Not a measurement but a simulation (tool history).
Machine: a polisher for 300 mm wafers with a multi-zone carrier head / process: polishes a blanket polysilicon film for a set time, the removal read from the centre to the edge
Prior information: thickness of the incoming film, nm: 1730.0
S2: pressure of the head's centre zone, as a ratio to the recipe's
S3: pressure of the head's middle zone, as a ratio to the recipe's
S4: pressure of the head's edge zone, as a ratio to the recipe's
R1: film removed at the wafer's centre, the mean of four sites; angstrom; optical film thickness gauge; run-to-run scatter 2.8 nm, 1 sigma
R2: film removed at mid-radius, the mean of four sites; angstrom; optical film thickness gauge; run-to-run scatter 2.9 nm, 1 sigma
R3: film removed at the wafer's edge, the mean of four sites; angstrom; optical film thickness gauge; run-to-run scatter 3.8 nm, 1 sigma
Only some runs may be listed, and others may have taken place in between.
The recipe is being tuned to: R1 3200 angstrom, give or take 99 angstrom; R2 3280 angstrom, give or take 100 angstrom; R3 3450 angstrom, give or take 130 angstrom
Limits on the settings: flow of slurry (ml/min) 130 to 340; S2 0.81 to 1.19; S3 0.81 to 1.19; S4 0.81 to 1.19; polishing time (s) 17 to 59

run 1 hour=0 | flow_of_slurry_(ml/min)=220 S2=1 S3=1 S4=1 polishing_time_(s)=38 | R1=3596.8 R2=3531.4 R3=3661.9
run 2 hour=3.3 | flow_of_slurry_(ml/min)=210 S2=0.99 S3=0.99 S4=0.99 polishing_time_(s)=38 | R1=3528.6 R2=3514.9 R3=3562.9
run 3 hour=5.6 | flow_of_slurry_(ml/min)=165 S2=0.99 S3=0.99 S4=0.99 polishing_time_(s)=38 | R1=3391 R2=3296.1 R3=3522.5
run 4 hour=13.6 | flow_of_slurry_(ml/min)=165 S2=0.99 S3=0.99 S4=0.94 polishing_time_(s)=38 | R1=3408.8 R2=3345 R3=3454
run 5 hour=21.3 | flow_of_slurry_(ml/min)=165 S2=0.99 S3=1.04 S4=0.94 polishing_time_(s)=38 | R1=3400.8 R2=3373.1 R3=3473.6
run 6 hour=25.4 | flow_of_slurry_(ml/min)=165 S2=0.99 S3=1.04 S4=0.94 polishing_time_(s)=47 | R1=4219.3 R2=4223.4 R3=4142.6
run 7 hour=31.9 | flow_of_slurry_(ml/min)=160 S2=0.97 S3=1.02 S4=0.93 polishing_time_(s)=45 | R1=3933.9 R2=3970.4 R3=3966.7
run 8 hour=34.1 | flow_of_slurry_(ml/min)=155 S2=0.96 S3=1 S4=0.92 polishing_time_(s)=44 | R1=3754.5 R2=3832.7 R3=3908.3
run 9 hour=41.5 | flow_of_slurry_(ml/min)=155 S2=0.96 S3=0.99 S4=0.92 polishing_time_(s)=43 | R1=3693.5 R2=3708.8 R3=3680.8
run 10 hour=50.1 | flow_of_slurry_(ml/min)=150 S2=0.95 S3=0.97 S4=0.93 polishing_time_(s)=43 | R1=3570.6 R2=3605.4 R3=3755.5
run 11 hour=54.6 | flow_of_slurry_(ml/min)=150 S2=0.94 S3=0.95 S4=0.91 polishing_time_(s)=43 | R1=3540.1 R2=3629.3 R3=3806.7
run 12 hour=58.7 | flow_of_slurry_(ml/min)=150 S2=0.94 S3=0.95 S4=0.9 polishing_time_(s)=42 | R1=3484.1 R2=3487 R3=3638.3
run 13 hour=63.3 | flow_of_slurry_(ml/min)=150 S2=0.93 S3=0.94 S4=0.89 polishing_time_(s)=42 | R1=3396.4 R2=3504.6 R3=3646.6
run 14 hour=71.5 | flow_of_slurry_(ml/min)=150 S2=0.93 S3=0.93 S4=0.88 polishing_time_(s)=42 | R1=3395.2 R2=3444.2 R3=3584.1
run 15 hour=77.4 | flow_of_slurry_(ml/min)=150 S2=0.92 S3=0.92 S4=0.87 polishing_time_(s)=42 | R1=3399.1 R2=3373.3 R3=3545.6
run 16 hour=78.8 | flow_of_slurry_(ml/min)=140 S2=0.86 S3=0.91 S4=0.85 polishing_time_(s)=41 | R1=3073 R2=3310.1 R3=3367.6

4 next moves are on the table. One of them brings every result within its allowed miss. Which?
run A hour=80.2 | flow_of_slurry_(ml/min)=175 S2=0.9 S3=1.03 S4=0.81 polishing_time_(s)=37 | R1=? R2=? R3=?
run B hour=80.2 | flow_of_slurry_(ml/min)=155 S2=0.83 S3=1 S4=0.81 polishing_time_(s)=39 | R1=? R2=? R3=?
run C hour=80.2 | flow_of_slurry_(ml/min)=130 S2=0.91 S3=0.92 S4=0.86 polishing_time_(s)=42 | R1=? R2=? R3=?
run D hour=80.2 | flow_of_slurry_(ml/min)=135 S2=0.83 S3=0.95 S4=0.84 polishing_time_(s)=40 | R1=? R2=? R3=?

move=A R1=3036.2 R2=3363.5 R3=3093
move=B R1=2867.5 R2=3393 R3=3203.1
move=C R1=3224.2 R2=3314.2 R3=3437.5
move=D R1=2831.4 R2=3256 R3=3261.7
A: the biggest miss grows against the last run
B: the biggest miss grows against the last run
C: hits every target within its allowed miss
D: the biggest miss grows against the last run
Go with C: it meets all targets.
